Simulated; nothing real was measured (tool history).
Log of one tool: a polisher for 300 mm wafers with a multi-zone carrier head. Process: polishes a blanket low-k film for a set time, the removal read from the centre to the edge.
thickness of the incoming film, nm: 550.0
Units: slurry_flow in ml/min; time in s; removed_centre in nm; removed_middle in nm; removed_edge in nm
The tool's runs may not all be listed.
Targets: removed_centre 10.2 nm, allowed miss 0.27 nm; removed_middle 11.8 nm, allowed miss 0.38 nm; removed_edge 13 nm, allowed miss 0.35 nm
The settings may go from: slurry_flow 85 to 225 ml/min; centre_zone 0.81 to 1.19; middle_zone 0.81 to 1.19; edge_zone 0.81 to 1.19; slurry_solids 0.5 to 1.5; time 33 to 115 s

run 1 hour=0 | slurry_flow=145 centre_zone=1 middle_zone=1 edge_zone=1 slurry_solids=1 time=73 | removed_centre=22.233 removed_middle=22.147 removed_edge=22.551
run 2 hour=7.6 | slurry_flow=145 centre_zone=1 middle_zone=1.06 edge_zone=1 slurry_solids=1 time=73 | removed_centre=22.603 removed_middle=23.325 removed_edge=22.518
run 3 hour=10.6 | slurry_flow=145 centre_zone=1 middle_zone=1.06 edge_zone=1 slurry_solids=1.1 time=73 | removed_centre=23.78 removed_middle=24.46 removed_edge=23.222
run 4 hour=13.2 | slurry_flow=125 centre_zone=1 middle_zone=1.06 edge_zone=1 slurry_solids=1.1 time=73 | removed_centre=22.635 removed_middle=23.544 removed_edge=22.958
run 5 hour=20.1 | slurry_flow=120 centre_zone=0.95 middle_zone=1.02 edge_zone=0.97 slurry_solids=0.9 time=67 | removed_centre=17.965 removed_middle=18.999 removed_edge=18.713
run 6 hour=20.9 | slurry_flow=120 centre_zone=0.95 middle_zone=1.02 edge_zone=0.9 slurry_solids=0.9 time=67 | removed_centre=18.197 removed_middle=18.948 removed_edge=18.258
run 7 hour=22.6 | slurry_flow=85 centre_zone=0.85 middle_zone=0.92 edge_zone=1 slurry_solids=0.65 time=52 | removed_centre=9.7194 removed_middle=10.883 removed_edge=11.994
run 8 hour=28 | slurry_flow=95 centre_zone=0.85 middle_zone=0.93 edge_zone=1.02 slurry_solids=0.65 time=52 | removed_centre=10.068 removed_middle=11.041 removed_edge=12.268
run 9 hour=29.4 | slurry_flow=100 centre_zone=0.84 middle_zone=0.95 edge_zone=1.04 slurry_solids=0.65 time=52 | removed_centre=10.142 removed_middle=11.341 removed_edge=12.5
run 10 hour=36.8 | slurry_flow=100 centre_zone=0.83 middle_zone=0.96 edge_zone=1.05 slurry_solids=0.65 time=52 | removed_centre=9.9271 removed_middle=11.411 removed_edge=12.636

Which of these 5 next moves meets every target?
run A hour=44.2 | slurry_flow=85 centre_zone=0.83 middle_zone=0.96 edge_zone=1.04 slurry_solids=0.85 time=48 | removed_centre=? removed_middle=? removed_edge=?
run B hour=44.2 | slurry_flow=85 centre_zone=0.81 middle_zone=0.93 edge_zone=1.06 slurry_solids=0.65 time=54 | removed_centre=? removed_middle=? removed_edge=?
run C hour=44.2 | slurry_flow=120 centre_zone=0.81 middle_zone=1.05 edge_zone=0.99 slurry_solids=0.7 time=48 | removed_centre=? removed_middle=? removed_edge=?
run D hour=44.2 | slurry_flow=130 centre_zone=0.85 middle_zone=0.88 edge_zone=1.14 slurry_solids=0.65 time=50 | removed_centre=? removed_middle=? removed_edge=?
run E hour=44.2 | slurry_flow=95 centre_zone=0.81 middle_zone=1.03 edge_zone=1.05 slurry_solids=0.5 time=60 | removed_centre=? removed_middle=? removed_edge=?

move=A removed_centre=10.059 removed_middle=11.723 removed_edge=13.137
move=B removed_centre=9.6513 removed_middle=11.229 removed_edge=13.05
move=C removed_centre=9.7035 removed_middle=12.358 removed_edge=12.235
move=D removed_centre=10.373 removed_middle=10.836 removed_edge=13.323
move=E removed_centre=9.5584 removed_middle=12.063 removed_edge=12.683
A: meets every target
B: brings the result that was furthest off to its target, and leaves another outside
C: further off than the last run
D: brings the result that was furthest off to its target, and leaves another outside
E: brings the result that was furthest off to its target, and leaves another outside
Move A is the one to make.
